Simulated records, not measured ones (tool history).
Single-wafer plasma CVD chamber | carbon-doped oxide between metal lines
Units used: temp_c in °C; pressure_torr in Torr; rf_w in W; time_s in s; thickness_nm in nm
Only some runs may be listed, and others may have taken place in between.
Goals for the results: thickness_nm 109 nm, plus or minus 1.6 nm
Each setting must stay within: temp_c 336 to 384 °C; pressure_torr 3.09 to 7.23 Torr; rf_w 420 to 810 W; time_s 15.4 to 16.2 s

| run | day | temp_c | pressure_torr | rf_w | time_s | thickness_nm |
|---|---|---|---|---|---|---|
| 1 | 0 | 360 | 5.16 | 615 | 16.2 | 97.025 |
| 2 | 0.033 | 367 | 5.16 | 615 | 16.2 | 94.912 |
| 3 | 0.267 | 367 | 5.16 | 615 | 15.4 | 90.176 |
| 4 | 0.383 | 367 | 5.16 | 530 | 15.4 | 81.957 |
| 5 | 0.667 | 358 | 5.16 | 530 | 15.4 | 84.404 |
| 6 | 0.779 | 355 | 5.46 | 560 | 15.4 | 88.631 |
| 7 | 0.829 | 353 | 5.66 | 585 | 15.4 | 92.193 |
| 8 | 1.1 | 351 | 5.84 | 605 | 15.4 | 95.162 |
| 9 | 1.346 | 349 | 6 | 620 | 15.4 | 97.447 |
| 10 | 1.604 | 348 | 6.13 | 635 | 15.4 | 99.551 |
| 11 | 1.838 | 347 | 6.25 | 645 | 15.4 | 101.7 |

Which single option among these 4 for the next run brings every result within its allowed miss of target? Just one does.
| A | 2.071 | 348 | 5.82 | 675 | 16.2 | ? |
| B | 2.071 | 340 | 5.7 | 715 | 16.2 | ? |
| C | 2.071 | 343 | 7.13 | 675 | 16.2 | ? |
| D | 2.071 | 341 | 7.23 | 715 | 15.4 | ? |

| move | thickness_nm |
|---|---|
| A | 108.73 |
| B | 115.62 |
| C | 112.65 |
| D | 112.01 |
A: every result within its allowed miss
B: pushes the last run's worst result past its target
C: pushes the last run's worst result past its target
D: pushes the last run's worst result past its target
Correct choice: A, which meets every target

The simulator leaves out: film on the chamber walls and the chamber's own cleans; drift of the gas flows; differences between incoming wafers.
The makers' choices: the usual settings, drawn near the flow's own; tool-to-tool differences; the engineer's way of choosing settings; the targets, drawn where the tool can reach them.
